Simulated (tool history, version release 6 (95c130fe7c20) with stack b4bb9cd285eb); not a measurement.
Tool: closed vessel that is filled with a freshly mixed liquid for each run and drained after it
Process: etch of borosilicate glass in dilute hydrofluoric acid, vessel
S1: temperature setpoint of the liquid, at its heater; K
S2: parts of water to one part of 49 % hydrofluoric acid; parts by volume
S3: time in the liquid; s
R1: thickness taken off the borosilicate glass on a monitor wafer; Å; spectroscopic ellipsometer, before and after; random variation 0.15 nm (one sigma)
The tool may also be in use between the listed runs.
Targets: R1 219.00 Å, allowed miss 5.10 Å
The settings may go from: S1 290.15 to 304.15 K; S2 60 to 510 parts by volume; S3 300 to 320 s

| run | hour | S1 | S2 | S3 | R1 |
|---|---|---|---|---|---|
| 1 | 0.0 | 296.15 | 285 | 300 | 469.64 |
| 2 | 2.1 | 295.15 | 310 | 300 | 411.11 |
| 3 | 3.1 | 294.15 | 330 | 300 | 365.75 |
| 4 | 7.2 | 294.15 | 235 | 300 | 565.10 |
| 5 | 12.4 | 294.15 | 320 | 300 | 383.64 |
| 6 | 15.1 | 296.15 | 320 | 300 | 412.65 |
| 7 | 17.9 | 295.15 | 340 | 300 | 365.56 |
| 8 | 22.0 | 295.15 | 340 | 300 | 368.00 |
| 9 | 28.2 | 294.15 | 355 | 300 | 332.93 |

4 next moves are on the table. One of them brings every result within its allowed miss. Which?
| A | 34.4 | 291.15 | 425 | 300 | ? |
| B | 34.4 | 292.15 | 460 | 300 | ? |
| C | 34.4 | 294.15 | 500 | 300 | ? |
| D | 34.4 | 294.65 | 470 | 300 | ? |

| move | R1 |
|---|---|
| A | 238.13 |
| B | 221.66 |
| C | 211.30 |
| D | 234.04 |
A: nearer than the last run, and not there yet
B: meets every target
C: takes the result that was furthest off past its target
D: nearer than the last run, and not there yet
Answer: B

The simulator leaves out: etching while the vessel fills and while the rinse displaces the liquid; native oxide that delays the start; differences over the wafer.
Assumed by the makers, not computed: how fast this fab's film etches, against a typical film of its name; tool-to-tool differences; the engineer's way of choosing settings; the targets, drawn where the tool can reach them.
